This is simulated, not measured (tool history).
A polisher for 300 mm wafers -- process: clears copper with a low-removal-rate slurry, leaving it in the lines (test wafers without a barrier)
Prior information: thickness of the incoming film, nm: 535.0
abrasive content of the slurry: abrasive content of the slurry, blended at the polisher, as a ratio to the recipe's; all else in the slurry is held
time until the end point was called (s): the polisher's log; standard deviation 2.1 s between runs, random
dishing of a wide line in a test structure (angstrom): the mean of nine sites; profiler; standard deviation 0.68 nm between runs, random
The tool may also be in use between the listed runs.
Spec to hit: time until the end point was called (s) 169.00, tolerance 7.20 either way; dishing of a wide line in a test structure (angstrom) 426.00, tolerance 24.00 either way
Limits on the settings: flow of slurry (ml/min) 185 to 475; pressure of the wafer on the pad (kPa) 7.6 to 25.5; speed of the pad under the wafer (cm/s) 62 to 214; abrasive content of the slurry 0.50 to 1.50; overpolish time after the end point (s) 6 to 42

run,hour,flow of slurry (ml/min),pressure of the wafer on the pad (kPa),speed of the pad under the wafer (cm/s),abrasive content of the slurry,overpolish time after the end point (s),time until the end point was called (s),dishing of a wide line in a test structure (angstrom)
1,0.0,305,16.5,138,1.00,21,139.11,409.77
2,1.3,305,15.9,138,1.00,22,144.23,397.31
3,9.2,305,15.2,138,1.00,23,148.99,404.98
4,11.7,305,18.6,138,1.00,23,123.77,461.86
5,16.5,305,18.6,138,1.00,30,124.26,516.77
6,23.9,305,18.6,138,0.85,30,124.84,503.59
7,28.5,305,17.9,138,0.85,30,130.95,514.36
8,30.4,305,17.2,138,0.85,30,137.03,497.47
9,34.5,305,16.5,138,0.85,30,140.99,477.20
10,38.0,305,15.9,138,0.85,30,148.29,466.26
11,39.3,305,14.5,138,0.85,30,155.55,448.62

4 next moves are on the table. One of them brings every result within its allowed miss. Which?
A,40.6,240,14.5,140,0.60,22,?,?
B,40.6,305,13.1,120,0.85,33,?,?
C,40.6,300,16.5,130,0.85,30,?,?
D,40.6,260,13.8,132,0.90,29,?,?

move,time until the end point was called (s),dishing of a wide line in a test structure (angstrom)
A,167.25,364.73
B,186.97,434.18
C,146.76,479.51
D,170.27,427.12
A: gets the furthest-off result to its target, but another result is out of tolerance
B: takes the biggest miss from the last run beyond its target
C: misses by more than the last run did
D: all results land within tolerance of their targets
Correct choice: D, which meets every target

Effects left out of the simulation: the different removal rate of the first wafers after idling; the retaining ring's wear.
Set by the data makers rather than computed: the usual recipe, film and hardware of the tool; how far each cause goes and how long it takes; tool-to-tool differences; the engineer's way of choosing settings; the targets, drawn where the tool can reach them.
